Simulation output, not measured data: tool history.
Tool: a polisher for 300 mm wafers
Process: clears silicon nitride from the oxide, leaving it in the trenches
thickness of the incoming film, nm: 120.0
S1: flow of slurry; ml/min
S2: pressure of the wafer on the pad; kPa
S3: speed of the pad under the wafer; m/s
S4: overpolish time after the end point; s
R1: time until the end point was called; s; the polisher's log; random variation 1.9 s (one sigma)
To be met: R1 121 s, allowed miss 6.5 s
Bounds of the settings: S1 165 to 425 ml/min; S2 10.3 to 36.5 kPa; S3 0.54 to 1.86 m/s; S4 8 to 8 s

{"run": 1, "hour": 0.0, "S1": 275, "S2": 23.4, "S3": 1.18, "S4": 8, "R1": 89.867}
{"run": 2, "hour": 2.5, "S1": 320, "S2": 23.4, "S3": 1.18, "S4": 8, "R1": 91.585}
{"run": 3, "hour": 3.5, "S1": 270, "S2": 23.4, "S3": 1.18, "S4": 8, "R1": 89.965}
{"run": 4, "hour": 6.7, "S1": 270, "S2": 22.1, "S3": 1.18, "S4": 8, "R1": 97.942}
{"run": 5, "hour": 12.1, "S1": 270, "S2": 21.4, "S3": 1.18, "S4": 8, "R1": 100.92}
{"run": 6, "hour": 15.9, "S1": 270, "S2": 21.4, "S3": 1.48, "S4": 8, "R1": 84.195}
{"run": 7, "hour": 19.1, "S1": 270, "S2": 19.3, "S3": 1.46, "S4": 8, "R1": 93.194}
{"run": 8, "hour": 25.7, "S1": 270, "S2": 17.9, "S3": 1.46, "S4": 8, "R1": 97.449}
{"run": 9, "hour": 33.2, "S1": 270, "S2": 16.5, "S3": 1.46, "S4": 8, "R1": 105.64}
{"run": 10, "hour": 34.2, "S1": 270, "S2": 15.9, "S3": 1.46, "S4": 8, "R1": 111.55}

4 next moves are on the table. One of them brings every result within its allowed miss. Which?
{"run": "A", "hour": 35.2, "S1": 255, "S2": 16.5, "S3": 1.6, "S4": 8, "R1": "?"}
{"run": "B", "hour": 35.2, "S1": 305, "S2": 18.6, "S3": 1.3, "S4": 8, "R1": "?"}
{"run": "C", "hour": 35.2, "S1": 280, "S2": 19.3, "S3": 1.3, "S4": 8, "R1": "?"}
{"run": "D", "hour": 35.2, "S1": 255, "S2": 17.9, "S3": 1.16, "S4": 8, "R1": "?"}

move=A R1=100.18
move=B R1=104.45
move=C R1=101.52
move=D R1=120.19
A: further off than the last run
B: further off than the last run
C: further off than the last run
D: meets every target
Move D is the one to make.
